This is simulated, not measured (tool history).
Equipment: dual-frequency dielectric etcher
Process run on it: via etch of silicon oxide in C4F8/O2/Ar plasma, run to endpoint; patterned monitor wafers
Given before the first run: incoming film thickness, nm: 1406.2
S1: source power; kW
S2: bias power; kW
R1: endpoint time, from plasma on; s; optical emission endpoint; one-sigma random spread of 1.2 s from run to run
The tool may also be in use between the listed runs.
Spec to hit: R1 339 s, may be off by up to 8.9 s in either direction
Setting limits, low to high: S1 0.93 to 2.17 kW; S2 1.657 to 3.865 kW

Run 1, day 0: S1 1.55 kW, S2 2.761 kW. Result: R1 279.34 s.
Run 2, day 0.308: S1 1.73 kW, S2 2.761 kW. Result: R1 264.52 s.
Run 3, day 0.375: S1 1.73 kW, S2 3.066 kW. Result: R1 253.57 s.
Run 4, day 0.421: S1 1.55 kW, S2 2.906 kW. Result: R1 275.04 s.
Run 5, day 0.596: S1 1.71 kW, S2 2.906 kW. Result: R1 260.9 s.
Run 6, day 0.8: S1 1.47 kW, S2 2.906 kW. Result: R1 280.54 s.
Run 7, day 0.921: S1 1.35 kW, S2 2.81 kW. Result: R1 295.61 s.
Run 8, day 1.2: S1 1.04 kW, S2 2.551 kW. Result: R1 350.45 s.
Run 9, day 1.242: S1 1.04 kW, S2 2.551 kW. Result: R1 349.16 s.

Which one of the following 4 next-run settings gets every result inside its allowed miss? There is exactly one.
Run A, day 1.283: S1 1.26 kW, S2 2.679 kW. Result: R1 ?.
Run B, day 1.283: S1 1.01 kW, S2 2.985 kW. Result: R1 ?.
Run C, day 1.283: S1 1.25 kW, S2 2.547 kW. Result: R1 ?.
Run D, day 1.283: S1 1.31 kW, S2 2.483 kW. Result: R1 ?.

move      R1
   A  309.53
   B   332.5
   C  316.48
   D  312.14
A: moves the result that the last run missed by most past its target, out the other side
B: every result within its allowed miss
C: moves the result that the last run missed by most past its target, out the other side
D: moves the result that the last run missed by most past its target, out the other side
Correct choice: B, which meets every target

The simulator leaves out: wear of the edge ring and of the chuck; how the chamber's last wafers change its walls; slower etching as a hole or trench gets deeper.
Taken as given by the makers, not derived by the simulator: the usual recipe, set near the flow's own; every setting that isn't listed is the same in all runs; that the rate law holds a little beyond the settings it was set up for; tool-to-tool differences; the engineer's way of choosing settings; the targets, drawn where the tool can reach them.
